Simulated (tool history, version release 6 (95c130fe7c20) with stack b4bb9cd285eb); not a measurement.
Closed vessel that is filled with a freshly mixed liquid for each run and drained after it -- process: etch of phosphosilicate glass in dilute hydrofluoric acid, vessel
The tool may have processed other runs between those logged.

| run | day | temperature setpoint of the liquid (K) | parts of water to one part of 49 % hydrofluoric acid (parts by volume) | time in the liquid (s) | thickness taken off the phosphosilicate glass on a monitor wafer (Å) |
|---|---|---|---|---|---|
| 1 | 0 | 295.15 | 245 | 30 | 194.45 |
| 2 | 0.217 | 295.15 | 300 | 30 | 150.79 |
| 3 | 0.438 | 297.15 | 245 | 30 | 208.02 |
| 4 | 0.517 | 298.65 | 200 | 30 | 284.45 |
| 5 | 0.583 | 299.65 | 170 | 30 | 357.75 |
| 6 | 0.775 | 300.65 | 150 | 30 | 431.43 |
| 7 | 0.85 | 301.15 | 140 | 30 | 477 |

Run 8 comes next. What will it give?
| 8 | 1.104 | 301.65 | 130 | 30 | ? |

For run 8 the tool returned thickness taken off the phosphosilicate glass on a monitor wafer (Å) 523.47.

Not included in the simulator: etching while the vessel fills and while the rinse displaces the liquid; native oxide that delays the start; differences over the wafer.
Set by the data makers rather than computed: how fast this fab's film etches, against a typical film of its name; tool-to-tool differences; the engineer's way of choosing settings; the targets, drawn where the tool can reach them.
